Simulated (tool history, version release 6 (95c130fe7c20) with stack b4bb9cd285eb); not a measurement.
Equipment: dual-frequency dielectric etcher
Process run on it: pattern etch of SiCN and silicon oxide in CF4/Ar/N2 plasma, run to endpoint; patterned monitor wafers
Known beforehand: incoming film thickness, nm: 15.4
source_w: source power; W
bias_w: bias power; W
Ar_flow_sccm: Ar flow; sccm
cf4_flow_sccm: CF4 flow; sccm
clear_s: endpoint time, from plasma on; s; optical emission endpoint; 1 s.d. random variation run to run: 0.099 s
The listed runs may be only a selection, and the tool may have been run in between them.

run	hour	source_w	bias_w	Ar_flow_sccm	cf4_flow_sccm	clear_s
1	0.0	340	63	77	69	23.616
2	5.5	340	63	77	59	24.117
3	6.1	340	52	77	59	26.109
4	13.0	340	52	77	53	26.537
5	20.6	330	52	77	53	27.463
6	28.5	320	52	77	53	28.454

The next listed run, before its measurement:
7	37.4	320	52	77	53	?

For run 7 the tool returned clear_s 28.376 s.
